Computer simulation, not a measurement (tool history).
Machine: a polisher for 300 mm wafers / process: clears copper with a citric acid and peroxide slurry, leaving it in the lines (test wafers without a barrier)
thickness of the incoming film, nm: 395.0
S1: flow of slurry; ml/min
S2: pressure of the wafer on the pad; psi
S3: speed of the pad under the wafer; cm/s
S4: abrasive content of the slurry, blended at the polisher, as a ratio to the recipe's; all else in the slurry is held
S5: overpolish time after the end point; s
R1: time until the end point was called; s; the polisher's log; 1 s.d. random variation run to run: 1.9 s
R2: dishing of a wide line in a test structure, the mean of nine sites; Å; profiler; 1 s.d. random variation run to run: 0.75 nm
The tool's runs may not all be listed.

run	hour	S1	S2	S3	S4	S5	R1	R2
1	0	265	2.9	142	1	29	129.9	534.03
2	5.3	265	2.7	142	1	26	139.2	461.93
3	8.8	265	2.5	142	1	24	151.27	406.74
4	15.2	265	2.4	142	1	23	153.74	387.29
5	21	265	2.4	166	1	23	135.48	427.54
6	27.7	265	2.4	186	1	23	121.44	465.9
7	32	265	2.1	186	1	22	139.04	410.37

What will run 8 give?
8	36.9	265	2	186	1	21	?	?

R1: 142.36 s
R2: 386.61 Å
